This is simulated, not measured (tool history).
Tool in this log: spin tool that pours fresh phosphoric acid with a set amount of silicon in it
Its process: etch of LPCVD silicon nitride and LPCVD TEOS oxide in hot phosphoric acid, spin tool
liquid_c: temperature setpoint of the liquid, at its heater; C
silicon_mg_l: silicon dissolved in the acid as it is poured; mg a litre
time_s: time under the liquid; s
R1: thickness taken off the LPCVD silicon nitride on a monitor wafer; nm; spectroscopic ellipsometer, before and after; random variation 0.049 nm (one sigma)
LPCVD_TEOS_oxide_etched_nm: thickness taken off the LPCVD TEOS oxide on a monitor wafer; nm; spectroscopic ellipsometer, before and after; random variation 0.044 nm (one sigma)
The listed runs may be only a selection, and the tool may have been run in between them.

run 1 hour=0.0 | liquid_c=161.0 silicon_mg_l=20.0 time_s=180 | R1=16.502 LPCVD_TEOS_oxide_etched_nm=0.33436
run 2 hour=1.8 | liquid_c=160.5 silicon_mg_l=14.5 time_s=175 | R1=15.897 LPCVD_TEOS_oxide_etched_nm=0.45109
run 3 hour=7.8 | liquid_c=159.5 silicon_mg_l=14.5 time_s=175 | R1=15.263 LPCVD_TEOS_oxide_etched_nm=0.35274
run 4 hour=13.9 | liquid_c=159.5 silicon_mg_l=14.5 time_s=115 | R1=10.059 LPCVD_TEOS_oxide_etched_nm=0.24227
run 5 hour=20.9 | liquid_c=161.0 silicon_mg_l=14.5 time_s=120 | R1=10.992 LPCVD_TEOS_oxide_etched_nm=0.29596
run 6 hour=23.2 | liquid_c=162.0 silicon_mg_l=14.5 time_s=120 | R1=11.412 LPCVD_TEOS_oxide_etched_nm=0.37175
run 7 hour=25.7 | liquid_c=163.0 silicon_mg_l=15.5 time_s=120 | R1=11.761 LPCVD_TEOS_oxide_etched_nm=0.29791
run 8 hour=34.0 | liquid_c=163.5 silicon_mg_l=13.0 time_s=125 | R1=12.497 LPCVD_TEOS_oxide_etched_nm=0.42182
run 9 hour=34.8 | liquid_c=164.0 silicon_mg_l=13.0 time_s=125 | R1=12.617 LPCVD_TEOS_oxide_etched_nm=0.37214
run 10 hour=36.2 | liquid_c=164.5 silicon_mg_l=11.5 time_s=125 | R1=12.842 LPCVD_TEOS_oxide_etched_nm=0.40093
run 11 hour=44.4 | liquid_c=164.5 silicon_mg_l=10.0 time_s=125 | R1=12.838 LPCVD_TEOS_oxide_etched_nm=0.40797
run 12 hour=46.7 | liquid_c=164.5 silicon_mg_l=8.5 time_s=125 | R1=12.817 LPCVD_TEOS_oxide_etched_nm=0.47731
-- hour=48.5 heated supply line repaired
run 13 hour=48.5 | liquid_c=165.0 silicon_mg_l=8.5 time_s=125 | R1=14.103 LPCVD_TEOS_oxide_etched_nm=0.49447

Run 14 comes next. What will it give?
run 14 hour=56.6 | liquid_c=164.5 silicon_mg_l=8.0 time_s=125 | R1=? LPCVD_TEOS_oxide_etched_nm=?

Run 14 came out at R1 13.797 nm, LPCVD_TEOS_oxide_etched_nm 0.52312 nm.

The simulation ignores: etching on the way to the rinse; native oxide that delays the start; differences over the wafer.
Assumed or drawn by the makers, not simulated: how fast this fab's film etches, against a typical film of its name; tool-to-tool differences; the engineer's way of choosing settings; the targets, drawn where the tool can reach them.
